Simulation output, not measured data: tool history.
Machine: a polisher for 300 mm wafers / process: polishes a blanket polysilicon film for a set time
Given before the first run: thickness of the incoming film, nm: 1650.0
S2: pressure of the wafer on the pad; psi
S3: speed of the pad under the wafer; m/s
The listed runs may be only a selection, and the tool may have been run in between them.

{"run": 1, "hour": 0.0, "flow of slurry (ml/min)": 150, "S2": 3.0, "S3": 1.28, "polishing time (s)": 32, "film removed (Å)": 3165.9}
{"run": 2, "hour": 4.1, "flow of slurry (ml/min)": 150, "S2": 3.0, "S3": 1.28, "polishing time (s)": 28, "film removed (Å)": 2707.8}
{"run": 3, "hour": 7.7, "flow of slurry (ml/min)": 155, "S2": 3.3, "S3": 1.28, "polishing time (s)": 28, "film removed (Å)": 2962.6}
{"run": 4, "hour": 16.4, "flow of slurry (ml/min)": 155, "S2": 3.6, "S3": 1.3, "polishing time (s)": 28, "film removed (Å)": 3236.7}
{"run": 5, "hour": 19.0, "flow of slurry (ml/min)": 155, "S2": 3.9, "S3": 1.32, "polishing time (s)": 28, "film removed (Å)": 3528.1}
{"run": 6, "hour": 21.1, "flow of slurry (ml/min)": 155, "S2": 3.9, "S3": 1.32, "polishing time (s)": 28, "film removed (Å)": 3463.9}
{"run": 7, "hour": 21.7, "flow of slurry (ml/min)": 160, "S2": 4.1, "S3": 1.34, "polishing time (s)": 28, "film removed (Å)": 3675.3}
{"run": 8, "hour": 27.9, "flow of slurry (ml/min)": 160, "S2": 4.2, "S3": 1.36, "polishing time (s)": 28, "film removed (Å)": 3826.5}

The next listed run, before its measurement:
{"hour": 32.2, "done": "worn pad replaced by a new one"}
{"run": 9, "hour": 32.2, "flow of slurry (ml/min)": 160, "S2": 4.3, "S3": 1.38, "polishing time (s)": 28, "film removed (Å)": "?"}

{"run 9": {"film removed (Å)": 4174.4}}
